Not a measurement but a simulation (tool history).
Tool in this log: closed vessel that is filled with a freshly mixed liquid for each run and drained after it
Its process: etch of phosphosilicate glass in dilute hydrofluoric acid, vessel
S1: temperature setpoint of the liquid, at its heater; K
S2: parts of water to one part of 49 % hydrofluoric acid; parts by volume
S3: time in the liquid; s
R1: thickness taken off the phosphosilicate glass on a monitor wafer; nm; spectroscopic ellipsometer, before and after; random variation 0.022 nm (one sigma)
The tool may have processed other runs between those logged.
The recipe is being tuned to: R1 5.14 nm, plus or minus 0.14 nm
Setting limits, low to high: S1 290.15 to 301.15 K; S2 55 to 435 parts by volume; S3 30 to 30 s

Run 1, hour 0: S1 293.15 K, S2 245 parts by volume, S3 30 s. Result: R1 7.5042 nm.
Run 2, hour 1: S1 292.65 K, S2 260 parts by volume, S3 30 s. Result: R1 6.8678 nm.
Run 3, hour 2.9: S1 295.15 K, S2 260 parts by volume, S3 30 s. Result: R1 7.4556 nm.
Run 4, hour 8: S1 294.15 K, S2 270 parts by volume, S3 30 s. Result: R1 6.9168 nm.
Run 5, hour 9.3: S1 294.15 K, S2 195 parts by volume, S3 30 s. Result: R1 10.204 nm.
Run 6, hour 15.4: S1 295.65 K, S2 195 parts by volume, S3 30 s. Result: R1 10.879 nm.
Run 7, hour 20: S1 294.65 K, S2 220 parts by volume, S3 30 s. Result: R1 8.9739 nm.
Run 8, hour 21.8: S1 294.65 K, S2 220 parts by volume, S3 30 s. Result: R1 9.0021 nm.
Run 9, hour 23.1: S1 293.65 K, S2 240 parts by volume, S3 30 s. Result: R1 7.9042 nm.
Run 10, hour 25.8: S1 290.15 K, S2 315 parts by volume, S3 30 s. Result: R1 4.8624 nm.
Run 11, hour 31.4: S1 290.65 K, S2 315 parts by volume, S3 30 s. Result: R1 4.9624 nm.

Consider the 5 candidate settings below. Which is the only one whose results all fall within their allowed miss of target?
Run A, hour 37: S1 291.65 K, S2 330 parts by volume, S3 30 s. Result: R1 ?.
Run B, hour 37: S1 290.15 K, S2 320 parts by volume, S3 30 s. Result: R1 ?.
Run C, hour 37: S1 290.15 K, S2 305 parts by volume, S3 30 s. Result: R1 ?.
Run D, hour 37: S1 292.65 K, S2 345 parts by volume, S3 30 s. Result: R1 ?.
Run E, hour 37: S1 293.65 K, S2 355 parts by volume, S3 30 s. Result: R1 ?.

move      R1
   A  4.8383
   B  4.7592
   C  5.0555
   D  4.7382
   E  4.7307
A: misses by more than the last run did
B: misses by more than the last run did
C: hits every target within its allowed miss
D: misses by more than the last run did
E: misses by more than the last run did
C is the move that brings every result within its allowed miss.
